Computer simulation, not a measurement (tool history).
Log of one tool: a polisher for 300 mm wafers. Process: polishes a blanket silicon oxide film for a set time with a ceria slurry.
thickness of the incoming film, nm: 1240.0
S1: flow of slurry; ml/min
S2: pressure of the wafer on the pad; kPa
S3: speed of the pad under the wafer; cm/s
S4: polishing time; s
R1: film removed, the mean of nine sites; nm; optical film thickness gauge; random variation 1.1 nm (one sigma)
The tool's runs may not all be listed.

| run | hour | S1 | S2 | S3 | S4 | R1 |
|---|---|---|---|---|---|---|
| 1 | 0.0 | 255 | 14.5 | 86 | 98 | 203.67 |
| 2 | 9.0 | 255 | 14.5 | 86 | 103 | 215.03 |
| 3 | 16.2 | 315 | 14.5 | 86 | 103 | 218.53 |
| 4 | 21.2 | 380 | 14.5 | 86 | 103 | 222.20 |
| 5 | 27.5 | 380 | 13.1 | 82 | 103 | 193.37 |
| 6 | 33.2 | 380 | 13.1 | 100 | 103 | 233.03 |

Run 7 comes next. What will it give?
| 7 | 41.1 | 380 | 11.7 | 92 | 103 | ? |

R1: 193.60 nm
